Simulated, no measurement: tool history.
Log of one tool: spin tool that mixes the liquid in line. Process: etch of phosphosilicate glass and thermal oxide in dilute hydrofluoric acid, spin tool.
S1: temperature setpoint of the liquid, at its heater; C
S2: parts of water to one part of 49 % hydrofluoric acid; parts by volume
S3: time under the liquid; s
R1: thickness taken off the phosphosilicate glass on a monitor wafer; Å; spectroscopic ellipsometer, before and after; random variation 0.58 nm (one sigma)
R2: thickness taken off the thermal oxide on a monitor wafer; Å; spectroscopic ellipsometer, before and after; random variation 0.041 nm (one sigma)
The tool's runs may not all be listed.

run,hour,S1,S2,S3,R1,R2
1,0,23,75,45,514.05,29.59
2,6.7,23,90,45,421.35,24.548
3,13.7,24.5,90,45,438.85,25.929
4,21.4,21,90,45,382.79,22.66
5,27.8,21,90,60,513.03,29.815
6,31.5,21,65,60,740.31,42.101
7,36.2,17,70,60,562.42,33.551

The next listed run, before its measurement:
8,38.1,17.5,70,60,?,?

{"run 8": {"R1": 574.49, "R2": 33.923}}
